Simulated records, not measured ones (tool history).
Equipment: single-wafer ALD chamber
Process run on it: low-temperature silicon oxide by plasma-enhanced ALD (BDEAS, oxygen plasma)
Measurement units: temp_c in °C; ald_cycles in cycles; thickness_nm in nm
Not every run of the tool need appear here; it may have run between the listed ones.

run    day  temp_c  ald_cycles  thickness_nm
  1  0.000     115          51        7.1289
  2  0.192     115          45        6.2808
  3  0.467     110          45        6.3561
  4  0.512     110          50        7.0619
  5  0.654     106          50        7.0916
  6  0.996     108          47        6.6268
  7  1.308     120          39        5.4099
  8  1.625     122          39        5.3828
  9  1.812     124          39        5.3461

What does the tool deliver on the next run?
 10  1.917     126          39             ?

For run 10 the tool returned thickness_nm 5.3150 nm.
